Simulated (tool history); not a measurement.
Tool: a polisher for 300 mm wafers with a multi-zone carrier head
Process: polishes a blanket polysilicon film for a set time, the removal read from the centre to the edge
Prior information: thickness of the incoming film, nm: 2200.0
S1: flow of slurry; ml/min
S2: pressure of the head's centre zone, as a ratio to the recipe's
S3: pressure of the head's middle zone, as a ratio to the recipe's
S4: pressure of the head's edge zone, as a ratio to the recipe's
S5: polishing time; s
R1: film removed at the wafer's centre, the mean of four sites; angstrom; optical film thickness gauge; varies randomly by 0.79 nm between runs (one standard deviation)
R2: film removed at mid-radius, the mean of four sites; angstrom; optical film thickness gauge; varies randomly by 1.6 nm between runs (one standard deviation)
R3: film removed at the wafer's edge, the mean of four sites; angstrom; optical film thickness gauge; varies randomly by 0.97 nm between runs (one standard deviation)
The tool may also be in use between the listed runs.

run  hour   S1    S2    S3    S4  S5      R1      R2      R3
  1   0.0  140  1.00  1.00  1.00  34  2198.1  2322.6  2252.7
  2   4.0  140  1.00  1.00  1.05  34  2225.6  2254.6  2281.9
  3  10.9  120  1.00  1.00  1.05  34  2132.3  2189.1  2230.4
  4  16.9  115  0.97  0.97  1.03  29  1752.1  1840.0  1890.0
  5  18.0  115  0.97  0.97  1.07  29  1767.1  1822.7  1889.7
  6  21.7  110  0.94  0.95  1.07  26  1494.0  1542.5  1710.9
  7  24.0  110  0.93  0.94  1.03  24  1368.1  1466.8  1556.8
  8  28.8  105  0.92  0.91  1.00  23  1283.2  1373.7  1456.3
  9  36.6  100  0.90  0.89  0.98  23  1229.2  1316.0  1411.6

Run 10 comes next. What will it give?
 10  42.9  95  0.88  0.87  0.96  23   ?   ?   ?

R1: 1176.5 angstrom
R2: 1272.0 angstrom
R3: 1380.4 angstrom

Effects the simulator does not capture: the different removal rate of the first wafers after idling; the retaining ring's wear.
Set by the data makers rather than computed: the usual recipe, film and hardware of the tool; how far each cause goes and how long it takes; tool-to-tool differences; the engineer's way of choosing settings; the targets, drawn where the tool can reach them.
